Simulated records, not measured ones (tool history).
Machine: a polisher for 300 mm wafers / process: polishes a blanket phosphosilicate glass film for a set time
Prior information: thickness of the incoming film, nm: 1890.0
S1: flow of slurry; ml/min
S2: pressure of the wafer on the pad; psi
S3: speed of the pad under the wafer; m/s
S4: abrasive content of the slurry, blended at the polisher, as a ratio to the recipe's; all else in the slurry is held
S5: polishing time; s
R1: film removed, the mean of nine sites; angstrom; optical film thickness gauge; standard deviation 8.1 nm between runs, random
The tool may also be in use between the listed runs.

run  hour   S1   S2    S3   S4  S5      R1
  1   0.0  270  3.6  1.20  1.0  79  9486.7
  2   1.2  225  3.6  1.20  1.0  79  9149.2
  3   5.4  225  3.5  1.20  1.0  79  9120.7
  4   9.5  225  3.5  1.20  1.0  79  9221.6
  5  16.7  225  3.5  1.20  1.0  83  9451.4
  6  18.8  225  3.4  1.20  1.0  83  9258.3
  7  22.2  225  3.4  1.20  1.0  83  9500.0
  8  26.4  225  3.4  1.20  1.0  83  9244.6

What does the tool deliver on the next run?
  9  28.3  225  3.3  1.20  1.0  83   ?

{"run 9": {"R1": 9138.3}}
